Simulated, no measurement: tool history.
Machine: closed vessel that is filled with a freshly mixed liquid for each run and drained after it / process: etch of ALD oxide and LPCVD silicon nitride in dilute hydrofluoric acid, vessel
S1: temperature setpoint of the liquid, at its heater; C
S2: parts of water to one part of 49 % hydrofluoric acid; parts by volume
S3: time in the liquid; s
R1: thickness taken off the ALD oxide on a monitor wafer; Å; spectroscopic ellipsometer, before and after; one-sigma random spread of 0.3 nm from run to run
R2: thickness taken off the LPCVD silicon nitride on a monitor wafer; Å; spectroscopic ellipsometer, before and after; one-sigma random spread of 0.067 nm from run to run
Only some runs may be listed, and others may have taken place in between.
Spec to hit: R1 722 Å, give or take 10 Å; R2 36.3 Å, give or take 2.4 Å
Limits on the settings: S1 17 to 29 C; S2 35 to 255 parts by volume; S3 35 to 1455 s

Run 1, day 0: S1 21 C, S2 145 parts by volume, S3 745 s. Result: R1 382.84 Å, R2 17.452 Å.
Run 2, day 0.125: S1 21.5 C, S2 140 parts by volume, S3 745 s. Result: R1 407.04 Å, R2 18.485 Å.
Run 3, day 0.15: S1 22 C, S2 135 parts by volume, S3 745 s. Result: R1 435.09 Å, R2 19.328 Å.
Run 4, day 0.212: S1 22 C, S2 135 parts by volume, S3 970 s. Result: R1 563.82 Å, R2 26.144 Å.
Run 5, day 0.554: S1 22 C, S2 155 parts by volume, S3 970 s. Result: R1 477.38 Å, R2 22.285 Å.
Run 6, day 0.888: S1 22.5 C, S2 155 parts by volume, S3 970 s. Result: R1 490.03 Å, R2 23.23 Å.
At day 0.958: hydrofluoric acid flow meter replaced.
Run 7, day 0.958: S1 23 C, S2 155 parts by volume, S3 970 s. Result: R1 557.12 Å, R2 26.159 Å.
Run 8, day 0.996: S1 23.5 C, S2 155 parts by volume, S3 970 s. Result: R1 565.43 Å, R2 27.394 Å.
Run 9, day 1.104: S1 24 C, S2 155 parts by volume, S3 970 s. Result: R1 578.02 Å, R2 29.033 Å.
Run 10, day 1.2: S1 25 C, S2 150 parts by volume, S3 960 s. Result: R1 616.89 Å, R2 30.449 Å.

5 candidate next runs follow, results not yet known. Just one meets every target within its allowed miss. Identify it.
Run A, day 1.296: S1 22 C, S2 190 parts by volume, S3 1235 s. Result: R1 ?, R2 ?.
Run B, day 1.296: S1 25.5 C, S2 145 parts by volume, S3 1055 s. Result: R1 ?, R2 ?.
Run C, day 1.296: S1 28.5 C, S2 145 parts by volume, S3 905 s. Result: R1 ?, R2 ?.
Run D, day 1.296: S1 26 C, S2 195 parts by volume, S3 1355 s. Result: R1 ?, R2 ?.
Run E, day 1.296: S1 21.5 C, S2 95 parts by volume, S3 610 s. Result: R1 ?, R2 ?.

move      R1      R2
   A  531.92  26.245
   B  714.73   36.67
   C  685.54  37.998
   D  656.16   36.17
   E  571.87   24.75
A: lands further from the targets than the last run did
B: every result lands within tolerance
C: closes in on the targets versus the last run, not all within tolerance yet
D: closes in on the targets versus the last run, not all within tolerance yet
E: lands further from the targets than the last run did
Go with B: it meets all targets.
